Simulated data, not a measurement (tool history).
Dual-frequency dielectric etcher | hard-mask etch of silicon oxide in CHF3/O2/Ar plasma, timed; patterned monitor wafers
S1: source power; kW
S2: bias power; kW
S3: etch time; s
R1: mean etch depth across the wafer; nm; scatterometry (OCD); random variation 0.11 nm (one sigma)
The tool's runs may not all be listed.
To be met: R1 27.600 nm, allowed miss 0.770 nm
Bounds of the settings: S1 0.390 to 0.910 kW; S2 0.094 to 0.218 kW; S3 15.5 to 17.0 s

Run 1, hour 0.0: S1 0.650 kW, S2 0.156 kW, S3 17.0 s. Result: R1 31.118 nm.
Run 2, hour 5.9: S1 0.620 kW, S2 0.153 kW, S3 17.0 s. Result: R1 30.773 nm.
Run 3, hour 11.3: S1 0.720 kW, S2 0.153 kW, S3 17.0 s. Result: R1 31.730 nm.
Run 4, hour 16.9: S1 0.700 kW, S2 0.146 kW, S3 17.0 s. Result: R1 30.981 nm.
Run 5, hour 21.6: S1 0.680 kW, S2 0.140 kW, S3 17.0 s. Result: R1 30.283 nm.
Run 6, hour 30.5: S1 0.660 kW, S2 0.136 kW, S3 17.0 s. Result: R1 29.768 nm.
Run 7, hour 39.5: S1 0.640 kW, S2 0.133 kW, S3 17.0 s. Result: R1 29.450 nm.
Run 8, hour 47.5: S1 0.630 kW, S2 0.130 kW, S3 17.0 s. Result: R1 28.905 nm.
Run 9, hour 50.6: S1 0.620 kW, S2 0.128 kW, S3 17.0 s. Result: R1 28.467 nm.
Run 10, hour 59.2: S1 0.610 kW, S2 0.127 kW, S3 17.0 s. Result: R1 28.333 nm.

Which of these 4 next moves meets every target?
Run A, hour 67.8: S1 0.640 kW, S2 0.127 kW, S3 17.0 s. Result: R1 ?.
Run B, hour 67.8: S1 0.740 kW, S2 0.132 kW, S3 16.5 s. Result: R1 ?.
Run C, hour 67.8: S1 0.720 kW, S2 0.148 kW, S3 16.0 s. Result: R1 ?.
Run D, hour 67.8: S1 0.630 kW, S2 0.124 kW, S3 16.5 s. Result: R1 ?.

move      R1
   A  28.890
   B  29.724
   C  29.728
   D  27.679
A: further off than the last run
B: further off than the last run
C: further off than the last run
D: meets every target
Answer: D
